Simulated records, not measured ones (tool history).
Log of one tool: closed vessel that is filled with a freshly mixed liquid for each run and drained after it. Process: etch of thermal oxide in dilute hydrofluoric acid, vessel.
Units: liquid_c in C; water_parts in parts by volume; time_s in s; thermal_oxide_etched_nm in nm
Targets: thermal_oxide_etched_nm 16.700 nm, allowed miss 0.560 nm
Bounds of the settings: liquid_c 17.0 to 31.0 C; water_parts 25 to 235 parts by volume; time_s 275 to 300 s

run 1 hour=0.0 | liquid_c=23.0 water_parts=130 time_s=275 | thermal_oxide_etched_nm=10.258
run 2 hour=5.3 | liquid_c=25.5 water_parts=120 time_s=275 | thermal_oxide_etched_nm=12.481
run 3 hour=13.5 | liquid_c=23.5 water_parts=120 time_s=275 | thermal_oxide_etched_nm=11.475
run 4 hour=21.6 | liquid_c=23.5 water_parts=120 time_s=300 | thermal_oxide_etched_nm=12.361
run 5 hour=29.4 | liquid_c=25.5 water_parts=120 time_s=300 | thermal_oxide_etched_nm=13.316
run 6 hour=37.6 | liquid_c=25.5 water_parts=120 time_s=300 | thermal_oxide_etched_nm=13.369
run 7 hour=46.1 | liquid_c=27.0 water_parts=120 time_s=300 | thermal_oxide_etched_nm=14.205
run 8 hour=53.9 | liquid_c=28.0 water_parts=120 time_s=300 | thermal_oxide_etched_nm=14.876
run 9 hour=59.5 | liquid_c=29.0 water_parts=120 time_s=300 | thermal_oxide_etched_nm=15.466
run 10 hour=62.7 | liquid_c=29.5 water_parts=120 time_s=300 | thermal_oxide_etched_nm=15.654
run 11 hour=70.8 | liquid_c=30.0 water_parts=120 time_s=300 | thermal_oxide_etched_nm=15.994

4 next moves are on the table. One of them brings every result within its allowed miss. Which?
run A hour=78.9 | liquid_c=30.0 water_parts=120 time_s=275 | thermal_oxide_etched_nm=?
run B hour=78.9 | liquid_c=31.0 water_parts=135 time_s=300 | thermal_oxide_etched_nm=?
run C hour=78.9 | liquid_c=31.0 water_parts=130 time_s=300 | thermal_oxide_etched_nm=?
run D hour=78.9 | liquid_c=31.0 water_parts=115 time_s=290 | thermal_oxide_etched_nm=?

move=A thermal_oxide_etched_nm=14.546
move=B thermal_oxide_etched_nm=14.332
move=C thermal_oxide_etched_nm=14.985
move=D thermal_oxide_etched_nm=16.722
A: further off than the last run
B: further off than the last run
C: further off than the last run
D: meets every target
The right move is D.
